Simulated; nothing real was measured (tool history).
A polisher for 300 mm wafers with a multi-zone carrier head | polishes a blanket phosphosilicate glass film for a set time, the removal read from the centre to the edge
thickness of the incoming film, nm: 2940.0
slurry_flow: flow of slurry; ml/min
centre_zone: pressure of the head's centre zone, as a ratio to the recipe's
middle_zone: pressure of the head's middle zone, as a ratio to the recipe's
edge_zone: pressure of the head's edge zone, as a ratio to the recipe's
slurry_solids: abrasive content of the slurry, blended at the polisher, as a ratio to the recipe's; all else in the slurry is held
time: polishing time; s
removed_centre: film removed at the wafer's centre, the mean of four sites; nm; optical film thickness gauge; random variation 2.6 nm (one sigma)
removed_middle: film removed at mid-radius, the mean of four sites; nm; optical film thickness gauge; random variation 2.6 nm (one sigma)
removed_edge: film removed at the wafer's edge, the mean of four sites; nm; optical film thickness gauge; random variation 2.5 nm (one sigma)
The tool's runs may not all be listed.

Run 1, hour 0: slurry_flow 275 ml/min, centre_zone 1, middle_zone 1, edge_zone 1, slurry_solids 1, time 45 s. Result: removed_centre 411.23 nm, removed_middle 384.11 nm, removed_edge 384.89 nm.
Run 2, hour 7.9: slurry_flow 275 ml/min, centre_zone 0.94, middle_zone 1, edge_zone 1, slurry_solids 1, time 45 s. Result: removed_centre 386.16 nm, removed_middle 393.71 nm, removed_edge 389.87 nm.
Run 3, hour 15.2: slurry_flow 265 ml/min, centre_zone 0.91, middle_zone 0.96, edge_zone 1.03, slurry_solids 0.85, time 43 s. Result: removed_centre 329.64 nm, removed_middle 341.92 nm, removed_edge 352.26 nm.
Run 4, hour 22.7: slurry_flow 255 ml/min, centre_zone 0.89, middle_zone 0.92, edge_zone 1.05, slurry_solids 0.75, time 42 s. Result: removed_centre 303.41 nm, removed_middle 305.93 nm, removed_edge 333.95 nm.
Run 5, hour 27.8: slurry_flow 245 ml/min, centre_zone 0.87, middle_zone 0.91, edge_zone 1.07, slurry_solids 0.7, time 41 s. Result: removed_centre 277.01 nm, removed_middle 276.19 nm, removed_edge 313.01 nm.
Run 6, hour 33.5: slurry_flow 235 ml/min, centre_zone 0.85, middle_zone 0.92, edge_zone 1.1, slurry_solids 0.65, time 41 s. Result: removed_centre 267.07 nm, removed_middle 277.54 nm, removed_edge 305.9 nm.
Run 7, hour 41.8: slurry_flow 240 ml/min, centre_zone 0.84, middle_zone 0.91, edge_zone 1.12, slurry_solids 0.6, time 40 s. Result: removed_centre 249.97 nm, removed_middle 260.48 nm, removed_edge 290.13 nm.
Run 8, hour 50: slurry_flow 240 ml/min, centre_zone 0.84, middle_zone 0.91, edge_zone 1.12, slurry_solids 0.6, time 40 s. Result: removed_centre 250.29 nm, removed_middle 256.53 nm, removed_edge 288.82 nm.
At hour 57.3: centre zone pressure recalibrated.
Run 9, hour 57.3: slurry_flow 220 ml/min, centre_zone 0.83, middle_zone 0.91, edge_zone 1.14, slurry_solids 0.6, time 40 s. Result: removed_centre 220.99 nm, removed_middle 252.09 nm, removed_edge 298.37 nm.

Forecast run 10:
Run 10, hour 60.6: slurry_flow 220 ml/min, centre_zone 0.83, middle_zone 0.91, edge_zone 1.14, slurry_solids 0.6, time 40 s. Result: removed_centre ?, removed_middle ?, removed_edge ?.

{"run 10": {"removed_centre": 223.76, "removed_middle": 252.25, "removed_edge": 293.1}}

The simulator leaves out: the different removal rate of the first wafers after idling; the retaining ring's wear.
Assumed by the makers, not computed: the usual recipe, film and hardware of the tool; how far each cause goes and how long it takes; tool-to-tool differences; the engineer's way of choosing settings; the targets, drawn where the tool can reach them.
